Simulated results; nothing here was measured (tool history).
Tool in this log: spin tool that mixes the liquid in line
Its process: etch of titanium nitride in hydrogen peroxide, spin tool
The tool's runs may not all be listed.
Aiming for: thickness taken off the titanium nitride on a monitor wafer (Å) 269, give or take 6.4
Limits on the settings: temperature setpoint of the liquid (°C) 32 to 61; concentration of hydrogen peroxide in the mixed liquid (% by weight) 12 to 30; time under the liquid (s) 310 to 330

| run | hour | temperature setpoint of the liquid (°C) | concentration of hydrogen peroxide in the mixed liquid (% by weight) | time under the liquid (s) | thickness taken off the titanium nitride on a monitor wafer (Å) |
|---|---|---|---|---|---|
| 1 | 0 | 45 | 21 | 310 | 156.13 |
| 2 | 7.5 | 45 | 16.5 | 310 | 150.59 |
| 3 | 16 | 45 | 19.5 | 310 | 154.08 |
| 4 | 23.5 | 47 | 19.5 | 310 | 180.46 |
| 5 | 25.3 | 48.5 | 19.5 | 310 | 202.55 |
| 6 | 32.7 | 49.5 | 19.5 | 310 | 215.79 |
| 7 | 36.4 | 50.5 | 19.5 | 310 | 230.45 |
| 8 | 38.7 | 51 | 19.5 | 310 | 239.51 |
| 9 | 47.1 | 51.5 | 19.5 | 310 | 247.29 |
| 10 | 48.1 | 52 | 19.5 | 310 | 258.15 |

Which one of the following 4 next-run settings gets every result inside its allowed miss? There is exactly one.
| A | 49.1 | 50.5 | 18.5 | 330 | ? |
| B | 49.1 | 51.5 | 19.5 | 310 | ? |
| C | 49.1 | 51.5 | 21.5 | 325 | ? |
| D | 49.1 | 51.5 | 20.5 | 310 | ? |

| move | thickness taken off the titanium nitride on a monitor wafer (Å) |
|---|---|
| A | 244.72 |
| B | 249.79 |
| C | 267.43 |
| D | 252.49 |
A: lands further from the targets than the last run did
B: lands further from the targets than the last run did
C: each result inside its tolerance
D: lands further from the targets than the last run did
So the answer is move C, the one that meets all the targets.

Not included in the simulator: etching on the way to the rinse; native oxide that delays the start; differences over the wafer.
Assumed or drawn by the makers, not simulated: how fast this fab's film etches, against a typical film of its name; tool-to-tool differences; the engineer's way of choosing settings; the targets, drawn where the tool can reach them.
